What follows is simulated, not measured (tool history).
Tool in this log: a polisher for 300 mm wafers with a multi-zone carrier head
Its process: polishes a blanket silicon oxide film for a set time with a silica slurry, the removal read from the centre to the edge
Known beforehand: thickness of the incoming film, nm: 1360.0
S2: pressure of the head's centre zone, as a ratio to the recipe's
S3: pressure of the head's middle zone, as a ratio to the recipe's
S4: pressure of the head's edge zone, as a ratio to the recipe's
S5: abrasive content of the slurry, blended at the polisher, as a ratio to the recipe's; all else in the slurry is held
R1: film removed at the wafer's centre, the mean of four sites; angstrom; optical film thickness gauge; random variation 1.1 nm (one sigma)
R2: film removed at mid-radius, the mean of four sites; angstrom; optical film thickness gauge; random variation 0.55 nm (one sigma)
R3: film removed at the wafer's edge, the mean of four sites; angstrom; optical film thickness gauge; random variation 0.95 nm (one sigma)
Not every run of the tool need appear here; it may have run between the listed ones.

Run 1, hour 0: flow of slurry (ml/min) 250, S2 1, S3 1, S4 1, S5 1, polishing time (s) 48. Result: R1 1518.1 angstrom, R2 1401.9 angstrom, R3 1439.1 angstrom.
Run 2, hour 7.4: flow of slurry (ml/min) 250, S2 1, S3 1, S4 1, S5 0.8, polishing time (s) 48. Result: R1 1273.3 angstrom, R2 1171 angstrom, R3 1168.6 angstrom.
Run 3, hour 11.7: flow of slurry (ml/min) 250, S2 1, S3 1, S4 1, S5 0.8, polishing time (s) 38. Result: R1 1022.8 angstrom, R2 921.52 angstrom, R3 940.69 angstrom.
Run 4, hour 17.7: flow of slurry (ml/min) 250, S2 1, S3 1, S4 1, S5 0.95, polishing time (s) 38. Result: R1 1185.7 angstrom, R2 1074.9 angstrom, R3 1064.3 angstrom.
Run 5, hour 18.8: flow of slurry (ml/min) 250, S2 1, S3 1, S4 1, S5 0.8, polishing time (s) 38. Result: R1 1023.5 angstrom, R2 916.44 angstrom, R3 929.24 angstrom.
Run 6, hour 21.7: flow of slurry (ml/min) 250, S2 1, S3 1, S4 0.92, S5 0.8, polishing time (s) 38. Result: R1 1012.9 angstrom, R2 928.79 angstrom, R3 910.98 angstrom.
Run 7, hour 28.3: flow of slurry (ml/min) 240, S2 1.01, S3 0.97, S4 0.92, S5 0.8, polishing time (s) 38. Result: R1 1004.2 angstrom, R2 916.35 angstrom, R3 921.95 angstrom.
Run 8, hour 33: flow of slurry (ml/min) 245, S2 1.04, S3 0.94, S4 0.93, S5 0.8, polishing time (s) 38. Result: R1 1044.3 angstrom, R2 894.63 angstrom, R3 921.81 angstrom.
Run 9, hour 40: flow of slurry (ml/min) 240, S2 1.05, S3 0.91, S4 0.93, S5 0.8, polishing time (s) 38. Result: R1 1056.9 angstrom, R2 871.42 angstrom, R3 916.25 angstrom.
Run 10, hour 45.9: flow of slurry (ml/min) 230, S2 1.05, S3 0.89, S4 0.93, S5 0.8, polishing time (s) 38. Result: R1 1069.3 angstrom, R2 853.08 angstrom, R3 917.5 angstrom.

Estimate the outcome of run 11 from the log above:
At hour 50.5: centre zone pressure recalibrated.
Run 11, hour 50.5: flow of slurry (ml/min) 225, S2 1.04, S3 0.88, S4 0.92, S5 0.8, polishing time (s) 38. Result: R1 ?, R2 ?, R3 ?.

{"run 11": {"R1": 940.59, "R2": 838.96, "R3": 893.94}}
